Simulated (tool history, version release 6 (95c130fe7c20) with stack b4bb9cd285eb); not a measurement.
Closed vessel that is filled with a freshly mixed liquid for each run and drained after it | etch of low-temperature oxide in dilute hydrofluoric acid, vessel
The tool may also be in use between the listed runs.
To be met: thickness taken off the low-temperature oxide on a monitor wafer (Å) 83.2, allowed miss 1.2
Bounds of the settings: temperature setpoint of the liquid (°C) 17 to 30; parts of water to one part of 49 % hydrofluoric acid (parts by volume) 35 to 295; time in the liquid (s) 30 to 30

run  hour  temperature setpoint of the liquid (°C)  parts of water to one part of 49 % hydrofluoric acid (parts by volume)  time in the liquid (s)  thickness taken off the low-temperature oxide on a monitor wafer (Å)
  1     0                                       22                                                                     165                      30                                                                50.687
  2   2.2                                       22                                                                     165                      30                                                                50.469
  3  10.1                                     20.5                                                                     165                      30                                                                47.764
  4  12.6                                     20.5                                                                     165                      30                                                                47.688
  5  20.5                                     20.5                                                                     165                      30                                                                47.635
  6  24.4                                       23                                                                     155                      30                                                                56.577
  7  29.9                                       27                                                                     135                      30                                                                77.497
  8  35.3                                     27.5                                                                     135                      30                                                                78.979

Which of these 5 next moves meets every target?
  A  40.7                                     22.5                                                                     120                      30                                                                     ?
  B  40.7                                     26.5                                                                     140                      30                                                                     ?
  C  40.7                                     27.5                                                                     140                      30                                                                     ?
  D  40.7                                       27                                                                     140                      30                                                                     ?
  E  40.7                                       28                                                                     130                      30                                                                     ?

move  thickness taken off the low-temperature oxide on a monitor wafer (Å)
   A                                                                74.826
   B                                                                72.798
   C                                                                75.516
   D                                                                74.148
   E                                                                83.931
A: further off than the last run
B: further off than the last run
C: further off than the last run
D: further off than the last run
E: meets every target
Move E is the one to make.
